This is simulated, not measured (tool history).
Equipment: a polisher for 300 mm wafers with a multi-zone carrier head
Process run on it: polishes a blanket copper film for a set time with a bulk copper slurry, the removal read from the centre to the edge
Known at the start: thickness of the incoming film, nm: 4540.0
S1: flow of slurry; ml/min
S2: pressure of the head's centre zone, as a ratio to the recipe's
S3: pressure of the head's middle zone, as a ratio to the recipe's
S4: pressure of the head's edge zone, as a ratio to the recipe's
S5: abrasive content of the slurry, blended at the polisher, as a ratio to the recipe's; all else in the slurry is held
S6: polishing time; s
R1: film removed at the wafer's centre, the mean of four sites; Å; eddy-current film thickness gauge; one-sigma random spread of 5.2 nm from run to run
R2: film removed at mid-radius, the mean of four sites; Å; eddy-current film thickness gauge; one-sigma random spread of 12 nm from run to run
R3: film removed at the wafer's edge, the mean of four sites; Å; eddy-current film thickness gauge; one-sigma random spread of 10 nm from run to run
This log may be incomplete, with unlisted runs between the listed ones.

{"run": 1, "hour": 0.0, "S1": 185, "S2": 1.0, "S3": 1.0, "S4": 1.0, "S5": 1.0, "S6": 71, "R1": 7835.9, "R2": 8030.4, "R3": 8002.8}
{"run": 2, "hour": 6.9, "S1": 180, "S2": 0.99, "S3": 1.02, "S4": 1.0, "S5": 1.0, "S6": 71, "R1": 7670.1, "R2": 8142.2, "R3": 7961.0}
{"run": 3, "hour": 15.4, "S1": 180, "S2": 0.99, "S3": 1.02, "S4": 1.0, "S5": 1.0, "S6": 82, "R1": 8953.1, "R2": 9339.4, "R3": 9330.3}
{"run": 4, "hour": 22.7, "S1": 175, "S2": 0.97, "S3": 1.03, "S4": 0.98, "S5": 0.95, "S6": 82, "R1": 8715.3, "R2": 9705.0, "R3": 9362.0}
{"run": 5, "hour": 25.5, "S1": 175, "S2": 0.96, "S3": 1.03, "S4": 0.97, "S5": 0.9, "S6": 81, "R1": 8405.0, "R2": 9522.9, "R3": 8780.2}
{"run": 6, "hour": 33.9, "S1": 175, "S2": 0.96, "S3": 1.03, "S4": 0.97, "S5": 0.9, "S6": 65, "R1": 6805.2, "R2": 7340.5, "R3": 7002.3}
{"run": 7, "hour": 40.7, "S1": 180, "S2": 0.95, "S3": 1.05, "S4": 0.98, "S5": 0.95, "S6": 65, "R1": 6656.1, "R2": 7882.1, "R3": 7391.7}

What does the tool deliver on the next run?
{"run": 8, "hour": 42.8, "S1": 185, "S2": 0.95, "S3": 1.06, "S4": 0.98, "S5": 0.95, "S6": 65, "R1": "?", "R2": "?", "R3": "?"}

{"run 8": {"R1": 6730.4, "R2": 7828.4, "R3": 7340.4}}

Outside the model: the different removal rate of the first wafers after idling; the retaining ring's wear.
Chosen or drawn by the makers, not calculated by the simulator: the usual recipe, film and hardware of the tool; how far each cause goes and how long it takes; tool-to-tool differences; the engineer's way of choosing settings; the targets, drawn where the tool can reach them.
